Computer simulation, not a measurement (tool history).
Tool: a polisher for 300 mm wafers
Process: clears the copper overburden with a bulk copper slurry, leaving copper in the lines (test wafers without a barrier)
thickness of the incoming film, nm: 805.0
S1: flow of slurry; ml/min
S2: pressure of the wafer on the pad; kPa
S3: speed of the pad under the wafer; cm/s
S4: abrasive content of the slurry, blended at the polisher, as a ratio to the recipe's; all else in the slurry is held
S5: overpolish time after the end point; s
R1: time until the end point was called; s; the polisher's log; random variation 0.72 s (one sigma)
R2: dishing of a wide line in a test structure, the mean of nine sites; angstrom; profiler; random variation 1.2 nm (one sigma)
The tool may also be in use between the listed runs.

run  hour   S1    S2   S3   S4  S5      R1      R2
  1     0  130  24.1  102    1  11    62.7  860.43
  2   4.4  130  24.1  102  1.2  11  60.271  886.61
  3   9.2  130  19.3  102  1.2  11  72.243  783.98
  4  16.8  125  18.6  102  1.2  12   74.54  808.06
  5  20.1  125  18.6  102  1.2   9  74.381  658.88
  6  27.1  105  18.6  102  1.2   9   76.95  640.09
  7  35.1  105  18.6  102  1.2  10  74.835   710.1
  8  38.6  105  17.9  102  1.2  11  79.438  731.12
  9  44.8  105  17.9  102  1.2  12      78  764.71
 10  46.2  105  17.9  102  1.2  13  78.618  812.94
 11  49.8  105  17.9  102  1.2  14  78.854  865.13

Run 12 comes next. What will it give?
 12  54.4  105  17.9  102  1.2  15   ?   ?

R1: 78.197 s
R2: 889.2 angstrom

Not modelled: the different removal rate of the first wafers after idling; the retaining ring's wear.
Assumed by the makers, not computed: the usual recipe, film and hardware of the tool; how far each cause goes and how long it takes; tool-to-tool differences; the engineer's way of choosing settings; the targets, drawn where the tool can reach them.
